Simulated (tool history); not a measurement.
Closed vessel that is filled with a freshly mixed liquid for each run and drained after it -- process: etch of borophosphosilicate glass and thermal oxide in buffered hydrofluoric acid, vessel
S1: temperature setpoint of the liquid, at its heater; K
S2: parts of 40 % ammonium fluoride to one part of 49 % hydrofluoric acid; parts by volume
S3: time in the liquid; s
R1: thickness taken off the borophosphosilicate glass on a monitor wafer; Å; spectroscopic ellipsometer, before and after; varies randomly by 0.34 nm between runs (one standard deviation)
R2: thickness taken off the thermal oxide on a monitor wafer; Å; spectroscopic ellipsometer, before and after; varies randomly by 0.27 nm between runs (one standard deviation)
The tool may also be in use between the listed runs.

run 1 hour=0 | S1=298.15 S2=12 S3=60 | R1=700.5 R2=512.12
run 2 hour=3.9 | S1=298.15 S2=15.5 S3=60 | R1=551.68 R2=395.55
run 3 hour=7.2 | S1=301.15 S2=15.5 S3=60 | R1=645.15 R2=473.42
run 4 hour=9.9 | S1=301.15 S2=14 S3=60 | R1=709.65 R2=516.84
-- hour=18.6 thermometer replaced
run 5 hour=18.6 | S1=300.15 S2=14 S3=60 | R1=753.72 R2=549.88
run 6 hour=21.8 | S1=297.65 S2=14 S3=60 | R1=666.72 R2=480.88
run 7 hour=29.4 | S1=297.15 S2=14.5 S3=60 | R1=614.98 R2=443.71
run 8 hour=30.5 | S1=296.65 S2=14.5 S3=60 | R1=593.86 R2=439.12
run 9 hour=32.8 | S1=296.15 S2=14.5 S3=60 | R1=594.12 R2=424.13
run 10 hour=33.9 | S1=295.65 S2=14.5 S3=60 | R1=573.58 R2=415.3
run 11 hour=37.3 | S1=295.15 S2=14.5 S3=60 | R1=558.48 R2=403.03

Run 12 is up next; what results do you expect?
run 12 hour=45.3 | S1=294.65 S2=14.5 S3=60 | R1=? R2=?

Run 12 gave R1 541.76 Å, R2 391.17 Å.
